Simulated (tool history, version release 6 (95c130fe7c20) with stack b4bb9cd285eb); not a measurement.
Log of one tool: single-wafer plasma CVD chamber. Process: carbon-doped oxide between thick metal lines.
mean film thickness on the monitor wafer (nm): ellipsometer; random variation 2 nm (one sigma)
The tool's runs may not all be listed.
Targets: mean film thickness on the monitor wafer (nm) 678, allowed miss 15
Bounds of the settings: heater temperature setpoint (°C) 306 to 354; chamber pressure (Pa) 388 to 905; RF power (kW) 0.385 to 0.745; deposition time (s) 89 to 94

run	day	heater temperature setpoint (°C)	chamber pressure (Pa)	RF power (kW)	deposition time (s)	mean film thickness on the monitor wafer (nm)
1	0	330	647	0.565	94	552.66
2	0.312	330	647	0.565	89	520.52
3	0.483	337	647	0.565	89	512.66
4	0.7	337	647	0.61	89	541.84
5	0.996	337	647	0.675	89	583.99
6	1.188	335	676	0.685	89	597.6
7	1.438	333	700	0.695	89	615.32
8	1.612	331	720	0.7	89	620.58
9	1.904	330	736	0.705	89	630.71
10	2.096	329	752	0.71	89	634.35
11	2.375	328	763	0.715	89	638.54
12	2.633	327	771	0.72	89	646.1

4 next moves are on the table. One of them brings every result within its allowed miss. Which?
A	2.892	322	776	0.695	91	?
B	2.892	321	725	0.66	94	?
C	2.892	337	879	0.715	89	?
D	2.892	327	800	0.725	92	?

move	mean film thickness on the monitor wafer (nm)
A	655.36
B	648.71
C	635.83
D	675.1
A: nearer than the last run, and not there yet
B: nearer than the last run, and not there yet
C: further off than the last run
D: meets every target
Move D is the one to make.
